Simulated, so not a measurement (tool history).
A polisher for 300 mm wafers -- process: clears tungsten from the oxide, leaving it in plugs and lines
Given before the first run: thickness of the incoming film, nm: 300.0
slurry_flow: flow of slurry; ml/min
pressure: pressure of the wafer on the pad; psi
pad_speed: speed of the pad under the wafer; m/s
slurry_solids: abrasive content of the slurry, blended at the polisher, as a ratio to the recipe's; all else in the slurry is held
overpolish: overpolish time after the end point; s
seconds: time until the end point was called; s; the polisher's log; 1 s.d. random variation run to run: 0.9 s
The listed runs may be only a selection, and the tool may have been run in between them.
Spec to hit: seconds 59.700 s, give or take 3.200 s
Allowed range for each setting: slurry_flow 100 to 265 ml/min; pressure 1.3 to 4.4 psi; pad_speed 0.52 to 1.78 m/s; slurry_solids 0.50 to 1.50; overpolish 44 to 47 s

run  hour  slurry_flow  pressure  pad_speed  slurry_solids  overpolish  seconds
  1   0.0          170       2.8       1.14           1.00          44   76.307
  2   2.4          170       2.8       0.96           1.00          44   87.962
  3  10.3          170       3.0       0.96           1.00          44   83.182
  4  13.0          170       3.2       0.96           1.00          44   78.769
  5  16.2          170       3.2       1.08           1.00          44   70.019
  6  18.1          170       3.2       1.08           1.05          44   68.575
  7  25.4          170       3.3       1.08           1.05          44   66.313
  8  32.5          170       3.4       1.08           1.05          44   65.041

Which single option among these 4 for the next run brings every result within its allowed miss of target? Just one does.
  A  39.6          155       3.8       1.16           1.10          44        ?
  B  39.6          185       3.4       1.32           1.10          44        ?
  C  39.6          170       3.6       1.24           1.00          45        ?
  D  39.6          160       3.6       1.10           1.15          47        ?

move  seconds
   A   54.988
   B   52.479
   C   54.389
   D   60.188
A: the result that was furthest off in the last run now lies on the other side of its target
B: the result that was furthest off in the last run now lies on the other side of its target
C: the result that was furthest off in the last run now lies on the other side of its target
D: every result lands within tolerance
So the answer is move D, the one that meets all the targets.
